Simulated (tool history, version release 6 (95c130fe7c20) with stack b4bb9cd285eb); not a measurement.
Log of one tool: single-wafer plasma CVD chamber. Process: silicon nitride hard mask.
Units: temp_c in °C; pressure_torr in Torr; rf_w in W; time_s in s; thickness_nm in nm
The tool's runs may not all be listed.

{"run": 1, "hour": 0.0, "temp_c": 380, "pressure_torr": 1.81, "rf_w": 310, "time_s": 34, "thickness_nm": 43.794}
{"run": 2, "hour": 7.1, "temp_c": 380, "pressure_torr": 1.91, "rf_w": 315, "time_s": 34, "thickness_nm": 45.033}
{"run": 3, "hour": 12.5, "temp_c": 380, "pressure_torr": 1.66, "rf_w": 315, "time_s": 34, "thickness_nm": 42.741}
{"run": 4, "hour": 20.0, "temp_c": 380, "pressure_torr": 1.66, "rf_w": 355, "time_s": 34, "thickness_nm": 45.673}
{"hour": 28.6, "done": "capacitance manometer re-zeroed and calibrated"}
{"run": 5, "hour": 28.6, "temp_c": 380, "pressure_torr": 1.66, "rf_w": 355, "time_s": 32.3, "thickness_nm": 42.629}
{"run": 6, "hour": 32.7, "temp_c": 380, "pressure_torr": 1.79, "rf_w": 360, "time_s": 32.3, "thickness_nm": 44.442}
{"run": 7, "hour": 36.5, "temp_c": 380, "pressure_torr": 1.9, "rf_w": 360, "time_s": 32.3, "thickness_nm": 45.494}
{"run": 8, "hour": 41.2, "temp_c": 380, "pressure_torr": 1.99, "rf_w": 360, "time_s": 32.3, "thickness_nm": 46.355}
{"run": 9, "hour": 41.9, "temp_c": 380, "pressure_torr": 2.35, "rf_w": 370, "time_s": 32.3, "thickness_nm": 49.782}
{"run": 10, "hour": 50.9, "temp_c": 380, "pressure_torr": 2.38, "rf_w": 370, "time_s": 32.3, "thickness_nm": 49.864}
{"run": 11, "hour": 57.9, "temp_c": 380, "pressure_torr": 2.4, "rf_w": 370, "time_s": 32.3, "thickness_nm": 50.043}
{"run": 12, "hour": 59.5, "temp_c": 380, "pressure_torr": 2.42, "rf_w": 370, "time_s": 32.3, "thickness_nm": 50.261}
{"run": 13, "hour": 67.2, "temp_c": 380, "pressure_torr": 2.44, "rf_w": 370, "time_s": 32.3, "thickness_nm": 50.198}

Run 14, settings as shown, results not yet in. Your forecast:
{"run": 14, "hour": 73.3, "temp_c": 380, "pressure_torr": 2.45, "rf_w": 370, "time_s": 32.3, "thickness_nm": "?"}

Logged for run 14: thickness_nm 50.447 nm.
